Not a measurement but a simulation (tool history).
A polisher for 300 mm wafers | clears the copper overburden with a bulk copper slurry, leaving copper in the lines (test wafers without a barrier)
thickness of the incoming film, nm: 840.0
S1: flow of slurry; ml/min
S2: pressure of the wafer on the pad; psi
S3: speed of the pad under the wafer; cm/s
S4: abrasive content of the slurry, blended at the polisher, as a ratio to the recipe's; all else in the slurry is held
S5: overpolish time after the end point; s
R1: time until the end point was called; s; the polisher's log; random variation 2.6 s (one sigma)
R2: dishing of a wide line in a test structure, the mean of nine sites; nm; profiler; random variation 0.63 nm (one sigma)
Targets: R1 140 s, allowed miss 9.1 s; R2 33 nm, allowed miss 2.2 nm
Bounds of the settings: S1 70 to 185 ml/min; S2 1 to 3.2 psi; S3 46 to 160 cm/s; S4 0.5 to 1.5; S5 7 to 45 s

{"run": 1, "hour": 0.0, "S1": 120, "S2": 2.1, "S3": 102, "S4": 1, "S5": 23, "R1": 118.19, "R2": 65.463}
{"run": 2, "hour": 6.3, "S1": 120, "S2": 1.8, "S3": 108, "S4": 1, "S5": 19, "R1": 137.94, "R2": 56.665}
{"run": 3, "hour": 11.4, "S1": 120, "S2": 1.8, "S3": 108, "S4": 1, "S5": 28, "R1": 134.18, "R2": 69.249}
{"run": 4, "hour": 13.3, "S1": 140, "S2": 1.8, "S3": 108, "S4": 1, "S5": 28, "R1": 126.56, "R2": 70.586}
{"run": 5, "hour": 16.0, "S1": 140, "S2": 1.8, "S3": 108, "S4": 1.2, "S5": 28, "R1": 124.26, "R2": 74.155}
{"run": 6, "hour": 20.3, "S1": 140, "S2": 1.8, "S3": 108, "S4": 1.2, "S5": 32, "R1": 129.07, "R2": 77.928}
{"run": 7, "hour": 25.3, "S1": 145, "S2": 1.7, "S3": 106, "S4": 1, "S5": 26, "R1": 136.17, "R2": 65.62}
{"run": 8, "hour": 27.3, "S1": 155, "S2": 1.7, "S3": 100, "S4": 0.85, "S5": 21, "R1": 148.87, "R2": 56.487}
{"run": 9, "hour": 32.7, "S1": 125, "S2": 1.1, "S3": 128, "S4": 1.1, "S5": 10, "R1": 176.53, "R2": 29.937}
{"run": 10, "hour": 35.0, "S1": 125, "S2": 1.2, "S3": 130, "S4": 1.1, "S5": 9, "R1": 156.14, "R2": 29.447}

4 next moves are on the table. One of them brings every result within its allowed miss. Which?
{"run": "A", "hour": 37.3, "S1": 125, "S2": 1.4, "S3": 126, "S4": 1.2, "S5": 7, "R1": "?", "R2": "?"}
{"run": "B", "hour": 37.3, "S1": 105, "S2": 1.6, "S3": 116, "S4": 1.25, "S5": 9, "R1": "?", "R2": "?"}
{"run": "C", "hour": 37.3, "S1": 115, "S2": 1.3, "S3": 126, "S4": 1.15, "S5": 12, "R1": "?", "R2": "?"}
{"run": "D", "hour": 37.3, "S1": 110, "S2": 1.3, "S3": 130, "S4": 1.5, "S5": 11, "R1": "?", "R2": "?"}

move=A R1=140.3 R2=28.022
move=B R1=138.54 R2=34.893
move=C R1=154.91 R2=39.149
move=D R1=143.73 R2=38.809
A: brings the result that was furthest off to its target, and leaves another outside
B: meets every target
C: further off than the last run
D: brings the result that was furthest off to its target, and leaves another outside
Answer: B
